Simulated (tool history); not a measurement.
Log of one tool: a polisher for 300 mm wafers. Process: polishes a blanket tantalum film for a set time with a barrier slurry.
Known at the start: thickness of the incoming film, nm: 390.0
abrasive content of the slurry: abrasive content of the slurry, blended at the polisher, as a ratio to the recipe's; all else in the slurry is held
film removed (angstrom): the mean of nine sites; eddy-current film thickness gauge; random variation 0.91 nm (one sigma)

run	hour	flow of slurry (ml/min)	pressure of the wafer on the pad (psi)	speed of the pad under the wafer (cm/s)	abrasive content of the slurry	polishing time (s)	film removed (angstrom)
1	0	270	1.3	106	1	44	529.35
2	5.5	310	1.3	106	1	44	540.02
3	14.3	310	1.3	106	1.15	44	560.75
4	19.5	310	1.3	86	1.15	44	468.03
5	21.9	355	1.3	86	1.15	44	470.34
6	24.6	355	1.4	88	1.15	44	521.57
7	33.5	355	1.5	88	1.15	44	557.3
8	41.9	355	1.9	102	1.15	44	789.6
9	46	355	1.9	104	1.15	44	817.77
10	46.8	355	1.9	104	1.15	44	817.47

The next listed run, before its measurement:
11	54	355	2.1	104	1.15	44	?

{"run 11": {"film removed (angstrom)": 909.68}}

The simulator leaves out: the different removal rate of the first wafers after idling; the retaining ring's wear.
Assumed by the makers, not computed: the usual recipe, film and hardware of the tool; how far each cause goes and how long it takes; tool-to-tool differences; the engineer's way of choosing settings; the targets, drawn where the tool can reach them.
